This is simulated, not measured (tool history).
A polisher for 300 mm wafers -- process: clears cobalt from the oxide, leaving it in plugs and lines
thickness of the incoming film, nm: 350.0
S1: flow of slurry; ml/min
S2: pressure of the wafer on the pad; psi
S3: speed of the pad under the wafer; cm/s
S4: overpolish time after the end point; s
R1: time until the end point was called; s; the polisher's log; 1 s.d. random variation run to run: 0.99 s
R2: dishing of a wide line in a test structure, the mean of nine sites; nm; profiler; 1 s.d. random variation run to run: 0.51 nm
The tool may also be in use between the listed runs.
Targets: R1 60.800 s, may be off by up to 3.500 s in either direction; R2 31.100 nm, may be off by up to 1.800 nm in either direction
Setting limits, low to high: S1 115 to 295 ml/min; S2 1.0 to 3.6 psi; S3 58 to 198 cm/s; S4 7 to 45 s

| run | day | S1 | S2 | S3 | S4 | R1 | R2 |
|---|---|---|---|---|---|---|---|
| 1 | 0.000 | 190 | 2.3 | 128 | 23 | 46.781 | 53.748 |
| 2 | 0.067 | 190 | 2.3 | 128 | 32 | 45.154 | 53.982 |
| 3 | 0.383 | 185 | 2.2 | 128 | 27 | 49.275 | 53.969 |
| 4 | 0.488 | 185 | 1.6 | 128 | 27 | 65.971 | 51.065 |
| 5 | 0.575 | 205 | 1.5 | 132 | 23 | 69.019 | 48.399 |
| 6 | 0.750 | 205 | 1.5 | 110 | 23 | 79.585 | 46.384 |
| 7 | 1.021 | 210 | 2.1 | 74 | 12 | 73.818 | 34.356 |
| 8 | 1.271 | 215 | 2.2 | 72 | 11 | 71.859 | 34.167 |
| 9 | 1.633 | 220 | 2.3 | 70 | 10 | 69.107 | 33.124 |
| 10 | 1.725 | 225 | 2.4 | 70 | 9 | 65.240 | 30.951 |
| 11 | 1.808 | 225 | 2.5 | 72 | 9 | 63.270 | 33.124 |
| 12 | 1.946 | 230 | 2.5 | 72 | 9 | 63.687 | 33.269 |
| 13 | 2.129 | 230 | 2.6 | 70 | 9 | 60.625 | 33.650 |
| 14 | 2.300 | 225 | 2.4 | 80 | 7 | 60.900 | 28.346 |

4 candidate next runs follow, results not yet known. Just one meets every target within its allowed miss. Identify it.
| A | 2.471 | 230 | 2.0 | 102 | 8 | ? | ? |
| B | 2.471 | 190 | 2.2 | 70 | 8 | ? | ? |
| C | 2.471 | 235 | 2.3 | 82 | 7 | ? | ? |
| D | 2.471 | 190 | 2.4 | 74 | 7 | ? | ? |

| move | R1 | R2 |
|---|---|---|
| A | 62.081 | 30.876 |
| B | 73.358 | 27.597 |
| C | 62.478 | 28.102 |
| D | 65.201 | 27.280 |
A: in spec on every target
B: further off than the last run
C: further off than the last run
D: further off than the last run
A meets every target.
